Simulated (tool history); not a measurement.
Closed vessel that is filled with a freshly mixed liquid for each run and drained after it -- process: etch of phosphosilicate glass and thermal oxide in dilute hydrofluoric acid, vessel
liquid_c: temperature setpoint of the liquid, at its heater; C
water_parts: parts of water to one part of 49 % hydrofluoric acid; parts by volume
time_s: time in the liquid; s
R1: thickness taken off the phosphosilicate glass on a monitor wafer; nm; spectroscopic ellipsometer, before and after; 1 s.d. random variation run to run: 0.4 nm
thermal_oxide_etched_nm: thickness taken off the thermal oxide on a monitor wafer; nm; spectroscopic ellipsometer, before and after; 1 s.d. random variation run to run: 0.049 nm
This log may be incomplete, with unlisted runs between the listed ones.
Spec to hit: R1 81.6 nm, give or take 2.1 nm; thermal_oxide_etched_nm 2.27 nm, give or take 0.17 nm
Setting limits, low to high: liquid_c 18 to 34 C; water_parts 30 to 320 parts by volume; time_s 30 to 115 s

run 1 hour=0 | liquid_c=26 water_parts=175 time_s=60 | R1=60.161 thermal_oxide_etched_nm=1.6661
run 2 hour=7.2 | liquid_c=26 water_parts=175 time_s=75 | R1=74.327 thermal_oxide_etched_nm=2.0577
run 3 hour=13.1 | liquid_c=26 water_parts=145 time_s=75 | R1=93.515 thermal_oxide_etched_nm=2.5117
run 4 hour=16.5 | liquid_c=25 water_parts=145 time_s=75 | R1=90.345 thermal_oxide_etched_nm=2.4833
run 5 hour=19 | liquid_c=25 water_parts=95 time_s=75 | R1=146.47 thermal_oxide_etched_nm=4.1231
run 6 hour=22.6 | liquid_c=27.5 water_parts=95 time_s=75 | R1=159.93 thermal_oxide_etched_nm=4.4221
run 7 hour=29.8 | liquid_c=25.5 water_parts=105 time_s=75 | R1=132.98 thermal_oxide_etched_nm=3.7848
run 8 hour=32.2 | liquid_c=24 water_parts=115 time_s=75 | R1=113.47 thermal_oxide_etched_nm=3.2177
run 9 hour=38.3 | liquid_c=23 water_parts=120 time_s=75 | R1=103.5 thermal_oxide_etched_nm=2.8695
run 10 hour=46.3 | liquid_c=22 water_parts=120 time_s=75 | R1=99.583 thermal_oxide_etched_nm=2.6611

Which one of the following 4 next-run settings gets every result inside its allowed miss? There is exactly one.
run A hour=54.3 | liquid_c=21 water_parts=130 time_s=75 | R1=? thermal_oxide_etched_nm=?
run B hour=54.3 | liquid_c=22 water_parts=135 time_s=95 | R1=? thermal_oxide_etched_nm=?
run C hour=54.3 | liquid_c=22.5 water_parts=145 time_s=75 | R1=? thermal_oxide_etched_nm=?
run D hour=54.3 | liquid_c=23.5 water_parts=115 time_s=85 | R1=? thermal_oxide_etched_nm=?

move=A R1=87.449 thermal_oxide_etched_nm=2.3806
move=B R1=110.37 thermal_oxide_etched_nm=3.0046
move=C R1=81.814 thermal_oxide_etched_nm=2.2272
move=D R1=125.84 thermal_oxide_etched_nm=3.4257
A: moves toward the targets from the last run without getting all of them in spec
B: the biggest miss grows against the last run
C: hits every target within its allowed miss
D: the biggest miss grows against the last run
So the answer is move C, the one that meets all the targets.
